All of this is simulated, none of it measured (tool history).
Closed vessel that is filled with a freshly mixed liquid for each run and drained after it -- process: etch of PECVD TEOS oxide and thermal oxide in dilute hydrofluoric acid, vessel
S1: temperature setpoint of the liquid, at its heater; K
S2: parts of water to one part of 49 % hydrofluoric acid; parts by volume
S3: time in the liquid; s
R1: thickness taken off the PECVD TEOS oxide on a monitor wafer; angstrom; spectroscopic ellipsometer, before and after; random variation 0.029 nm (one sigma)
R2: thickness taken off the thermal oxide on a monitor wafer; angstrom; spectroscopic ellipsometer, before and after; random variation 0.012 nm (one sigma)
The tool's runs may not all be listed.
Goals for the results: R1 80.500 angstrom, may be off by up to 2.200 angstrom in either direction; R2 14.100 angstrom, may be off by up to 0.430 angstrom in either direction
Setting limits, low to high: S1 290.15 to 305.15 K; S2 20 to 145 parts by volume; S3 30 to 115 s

{"run": 1, "hour": 0.0, "S1": 297.15, "S2": 80, "S3": 60, "R1": 206.15, "R2": 36.011}
{"run": 2, "hour": 4.9, "S1": 296.15, "S2": 90, "S3": 60, "R1": 174.1, "R2": 30.824}
{"run": 3, "hour": 12.3, "S1": 295.15, "S2": 100, "S3": 60, "R1": 148.62, "R2": 26.031}
{"run": 4, "hour": 21.6, "S1": 294.15, "S2": 105, "S3": 60, "R1": 135.4, "R2": 23.726}
{"run": 5, "hour": 25.3, "S1": 293.65, "S2": 110, "S3": 60, "R1": 125.62, "R2": 21.62}
{"run": 6, "hour": 27.7, "S1": 296.65, "S2": 110, "S3": 60, "R1": 142.78, "R2": 24.875}
{"run": 7, "hour": 34.9, "S1": 295.65, "S2": 115, "S3": 60, "R1": 129.39, "R2": 23.009}
{"run": 8, "hour": 37.8, "S1": 294.65, "S2": 120, "S3": 60, "R1": 118.32, "R2": 20.846}
{"run": 9, "hour": 45.7, "S1": 293.65, "S2": 125, "S3": 60, "R1": 108.55, "R2": 18.964}
{"run": 10, "hour": 54.5, "S1": 293.15, "S2": 130, "S3": 60, "R1": 102.22, "R2": 17.988}
{"run": 11, "hour": 57.0, "S1": 292.65, "S2": 130, "S3": 60, "R1": 99.581, "R2": 17.199}
{"run": 12, "hour": 64.8, "S1": 292.65, "S2": 135, "S3": 60, "R1": 96.154, "R2": 16.682}
{"run": 13, "hour": 65.9, "S1": 292.15, "S2": 135, "S3": 60, "R1": 93.553, "R2": 16.362}
{"run": 14, "hour": 69.4, "S1": 291.65, "S2": 135, "S3": 60, "R1": 91.831, "R2": 16.276}
{"run": 15, "hour": 71.9, "S1": 291.15, "S2": 140, "S3": 60, "R1": 86.354, "R2": 15.284}

Next run, 4 choices. One meets every target within its allowed miss, the rest don't. Which?
{"run": "A", "hour": 74.4, "S1": 290.65, "S2": 135, "S3": 55, "R1": "?", "R2": "?"}
{"run": "B", "hour": 74.4, "S1": 290.65, "S2": 135, "S3": 50, "R1": "?", "R2": "?"}
{"run": "C", "hour": 74.4, "S1": 291.15, "S2": 145, "S3": 55, "R1": "?", "R2": "?"}
{"run": "D", "hour": 74.4, "S1": 292.15, "S2": 140, "S3": 50, "R1": "?", "R2": "?"}

move=A R1=81.008 R2=14.115
move=B R1=73.644 R2=12.832
move=C R1=76.215 R2=13.280
move=D R1=75.112 R2=13.088
A: meets every target
B: pushes the last run's worst result past its target
C: pushes the last run's worst result past its target
D: pushes the last run's worst result past its target
Answer: A

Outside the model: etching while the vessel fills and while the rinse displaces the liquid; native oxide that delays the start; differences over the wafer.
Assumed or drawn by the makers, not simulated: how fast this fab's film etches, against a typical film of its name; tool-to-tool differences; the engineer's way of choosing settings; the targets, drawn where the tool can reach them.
